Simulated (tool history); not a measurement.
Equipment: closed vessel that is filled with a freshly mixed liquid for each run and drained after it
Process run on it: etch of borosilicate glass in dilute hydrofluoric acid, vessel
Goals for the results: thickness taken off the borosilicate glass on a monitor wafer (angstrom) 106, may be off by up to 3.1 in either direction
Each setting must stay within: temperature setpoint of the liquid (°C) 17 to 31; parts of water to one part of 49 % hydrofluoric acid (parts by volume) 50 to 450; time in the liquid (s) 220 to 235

run	hour	temperature setpoint of the liquid (°C)	parts of water to one part of 49 % hydrofluoric acid (parts by volume)	time in the liquid (s)	thickness taken off the borosilicate glass on a monitor wafer (angstrom)
1	0	23	250	220	219.5
2	3.1	22	270	220	190.46
3	8.8	21	285	220	175.47
4	12.5	21	205	220	261.3
# hour 15.6: hydrofluoric acid flow meter replaced
5	15.6	19.5	205	220	214.81
6	18.3	19.5	205	220	213.04
7	26.2	17	305	220	120.21
8	34.6	17	310	220	118.15
9	37.8	17	315	220	114.59
10	42.8	17	320	220	111.6
11	51.7	17	325	220	111.35

Exactly one of the 4 candidate moves below puts every result within its allowed miss. Which one?
A	60.6	17.5	345	235	?
B	60.6	17	310	220	?
C	60.6	17	320	220	?
D	60.6	17	335	220	?

move	thickness taken off the borosilicate glass on a monitor wafer (angstrom)
A	110.75
B	116.56
C	111.99
D	105.68
A: closer than the last run, but not yet in spec
B: moves away from the targets compared with the last run
C: moves away from the targets compared with the last run
D: hits every target within its allowed miss
The move that meets every target is D.

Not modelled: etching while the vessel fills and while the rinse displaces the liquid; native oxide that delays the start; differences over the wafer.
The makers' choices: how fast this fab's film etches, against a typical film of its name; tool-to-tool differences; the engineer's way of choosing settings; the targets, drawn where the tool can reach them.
